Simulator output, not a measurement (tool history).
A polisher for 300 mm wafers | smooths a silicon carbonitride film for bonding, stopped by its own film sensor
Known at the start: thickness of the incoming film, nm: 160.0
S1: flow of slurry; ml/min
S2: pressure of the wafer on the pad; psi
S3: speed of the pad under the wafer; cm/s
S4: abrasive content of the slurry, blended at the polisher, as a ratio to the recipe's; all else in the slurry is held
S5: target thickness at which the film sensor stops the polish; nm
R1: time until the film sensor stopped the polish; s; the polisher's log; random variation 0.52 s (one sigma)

run	hour	S1	S2	S3	S4	S5	R1
1	0	295	2.4	90	1	136	65.362
2	6.8	295	2.4	90	1	136	65.626
3	8	295	2.5	90	1	136	63.673
4	12.7	295	2.6	90	1	136	61.681
5	14	295	2.4	90	1	136	65.726
6	16.3	295	2.4	68	1	136	76.691
7	21.7	295	2.5	68	1	136	73.764
8	27.9	295	2.6	68	1	136	71.445
9	28.7	295	2.7	68	1	136	70.47

The next listed run, before its measurement:
10	36.4	295	2.8	68	1	136	?

R1: 66.606 s
